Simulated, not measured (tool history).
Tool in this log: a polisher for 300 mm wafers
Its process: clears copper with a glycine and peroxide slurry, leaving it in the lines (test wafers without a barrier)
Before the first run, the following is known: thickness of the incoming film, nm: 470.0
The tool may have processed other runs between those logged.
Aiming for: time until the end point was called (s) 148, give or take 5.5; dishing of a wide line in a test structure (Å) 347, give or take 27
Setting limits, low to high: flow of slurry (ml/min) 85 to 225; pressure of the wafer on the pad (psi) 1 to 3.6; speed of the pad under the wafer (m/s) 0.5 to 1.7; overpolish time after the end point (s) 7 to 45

run  hour  flow of slurry (ml/min)  pressure of the wafer on the pad (psi)  speed of the pad under the wafer (m/s)  overpolish time after the end point (s)  time until the end point was called (s)  dishing of a wide line in a test structure (Å)
  1     0                      145                                     2.3                                     1.1                                       23                                   105.73                                          636.71
  2     4                      145                                     2.1                                     1.1                                       21                                   110.95                                          555.94
  3   5.7                      145                                     1.9                                     1.1                                       20                                   121.82                                          511.85
  4  11.2                      145                                     1.5                                     1.1                                       20                                   146.75                                          437.77
  5  14.8                      145                                     1.5                                     1.1                                       11                                   144.07                                          269.65
  6  16.8                      145                                     1.5                                     1.1                                        7                                    144.8                                          182.62
  7  21.5                      145                                     1.5                                     1.1                                        9                                   148.49                                          230.27
  8  25.8                      145                                     1.5                                     1.1                                       10                                   147.17                                          249.43
  9  32.7                      145                                     1.5                                     1.1                                       11                                   146.32                                          264.68
 10  37.8                      145                                     1.5                                     1.1                                       12                                   144.71                                          279.07
 11  39.6                      145                                     1.5                                     1.1                                       13                                   148.82                                          306.82
 12  43.6                      150                                     1.5                                     1.1                                       17                                   146.26                                          396.85
 13    46                      145                                     1.5                                     1.1                                       17                                   145.34                                          384.18

Below are 5 possible settings for the next run. Only one of them brings all results inside the allowed miss of their targets. Which is it?
  A  48.4                      120                                     1.3                                    1.26                                       23                                        ?                                               ?
  B  48.4                      140                                     1.5                                    1.12                                       18                                        ?                                               ?
  C  48.4                      140                                     1.8                                    0.88                                       21                                        ?                                               ?
  D  48.4                      140                                     1.6                                    1.14                                       12                                        ?                                               ?
  E  48.4                      160                                     1.5                                    1.08                                       15                                        ?                                               ?

move  time until the end point was called (s)  dishing of a wide line in a test structure (Å)
   A                                   152.67                                          458.84
   B                                   146.05                                          400.51
   C                                   152.33                                          446.12
   D                                   137.36                                          303.49
   E                                   147.03                                          344.77
A: the biggest miss grows against the last run
B: the biggest miss grows against the last run
C: the biggest miss grows against the last run
D: the result that was furthest off in the last run now lies on the other side of its target
E: hits every target within its allowed miss
So the answer is move E, the one that meets all the targets.
